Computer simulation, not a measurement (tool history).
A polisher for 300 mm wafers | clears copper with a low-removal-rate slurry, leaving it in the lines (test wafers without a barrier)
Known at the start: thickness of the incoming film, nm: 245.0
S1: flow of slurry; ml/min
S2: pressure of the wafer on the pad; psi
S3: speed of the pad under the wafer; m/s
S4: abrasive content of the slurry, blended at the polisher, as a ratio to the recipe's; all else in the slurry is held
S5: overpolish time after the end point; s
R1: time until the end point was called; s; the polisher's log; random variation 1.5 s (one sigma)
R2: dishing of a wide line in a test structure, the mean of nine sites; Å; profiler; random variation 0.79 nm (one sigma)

{"run": 1, "hour": 0.0, "S1": 270, "S2": 3.3, "S3": 0.88, "S4": 1, "S5": 14, "R1": 102.58, "R2": 225.78}
{"run": 2, "hour": 8.8, "S1": 270, "S2": 2.9, "S3": 0.88, "S4": 1, "S5": 14, "R1": 113.29, "R2": 203.55}
{"run": 3, "hour": 17.3, "S1": 240, "S2": 2.9, "S3": 0.88, "S4": 1, "S5": 14, "R1": 111.54, "R2": 197.05}
{"run": 4, "hour": 23.7, "S1": 250, "S2": 3.1, "S3": 0.88, "S4": 1, "S5": 15, "R1": 108.88, "R2": 215.13}
{"run": 5, "hour": 30.8, "S1": 260, "S2": 3.3, "S3": 0.88, "S4": 1, "S5": 16, "R1": 102.23, "R2": 240.29}
{"run": 6, "hour": 35.8, "S1": 260, "S2": 3.3, "S3": 1.02, "S4": 1, "S5": 16, "R1": 91.861, "R2": 272.84}

The next listed run, before its measurement:
{"hour": 38.6, "done": "slurry blender recalibrated"}
{"run": 7, "hour": 38.6, "S1": 265, "S2": 3.3, "S3": 1.02, "S4": 1, "S5": 17, "R1": "?", "R2": "?"}

Run 7 gave R1 89.436 s, R2 280.5 Å.
